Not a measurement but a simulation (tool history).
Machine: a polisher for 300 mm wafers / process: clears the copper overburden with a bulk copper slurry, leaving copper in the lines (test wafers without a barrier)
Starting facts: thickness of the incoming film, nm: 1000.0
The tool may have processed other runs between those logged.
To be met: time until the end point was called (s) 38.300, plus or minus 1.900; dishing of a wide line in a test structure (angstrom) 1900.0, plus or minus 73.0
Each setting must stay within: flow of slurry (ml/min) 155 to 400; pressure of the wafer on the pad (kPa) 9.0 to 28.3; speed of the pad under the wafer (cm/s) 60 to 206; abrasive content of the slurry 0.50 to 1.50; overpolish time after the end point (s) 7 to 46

run    day  flow of slurry (ml/min)  pressure of the wafer on the pad (kPa)  speed of the pad under the wafer (cm/s)  abrasive content of the slurry  overpolish time after the end point (s)  time until the end point was called (s)  dishing of a wide line in a test structure (angstrom)
  1  0.000                      255                                    18.6                                      132                            1.00                                       24                                   77.795                                                 1283.5
  2  0.083                      255                                    18.6                                      156                            1.00                                       24                                   67.541                                                 1407.4
  3  0.400                      255                                    20.7                                      158                            1.00                                       23                                   58.428                                                 1485.9
  4  0.746                      255                                    20.7                                      158                            1.00                                       26                                   59.014                                                 1584.4
  5  0.988                      255                                    20.7                                      126                            1.00                                       26                                   74.455                                                 1412.0
  6  1.042                      255                                    16.5                                      126                            1.00                                       26                                   94.228                                                 1212.5
  7  1.258                      255                                    18.6                                      132                            1.00                                       25                                   79.684                                                 1310.5
  8  1.317                      255                                    20.7                                      136                            1.00                                       24                                   69.336                                                 1417.2
  9  1.383                      255                                    22.1                                      140                            1.00                                       23                                   62.596                                                 1492.8
 10  1.621                      255                                    23.4                                      144                            1.00                                       22                                   57.476                                                 1503.2
 11  1.750                      255                                    24.1                                      148                            1.00                                       22                                   54.039                                                 1541.0
 12  1.825                      255                                    24.8                                      152                            1.00                                       22                                   52.485                                                 1599.7
 13  2.183                      255                                    25.5                                      156                            1.00                                       22                                   50.650                                                 1642.7
 14  2.508                      255                                    26.2                                      162                            1.00                                       22                                   47.563                                                 1674.2

5 candidate next runs follow, results not yet known. Just one meets every target within its allowed miss. Identify it.
  A  2.833                      300                                    26.9                                      168                            0.95                                       29                                        ?                                                      ?
  B  2.833                      250                                    27.6                                      186                            1.10                                       13                                        ?                                                      ?
  C  2.833                      205                                    28.3                                      176                            1.15                                       26                                        ?                                                      ?
  D  2.833                      260                                    21.4                                      122                            1.15                                       22                                        ?                                                      ?
  E  2.833                      235                                    28.3                                      182                            1.05                                       35                                        ?                                                      ?

move  time until the end point was called (s)  dishing of a wide line in a test structure (angstrom)
   A                                   43.108                                                 1900.9
   B                                   37.427                                                 1489.7
   C                                   39.033                                                 1922.9
   D                                   71.331                                                 1335.1
   E                                   37.981                                                 2046.5
A: nearer than the last run, and not there yet
B: the worst result of the last run now meets its target, but another is out of spec
C: all results in spec
D: the biggest miss grows against the last run
E: the worst result of the last run now meets its target, but another is out of spec
Correct choice: C, which meets every target
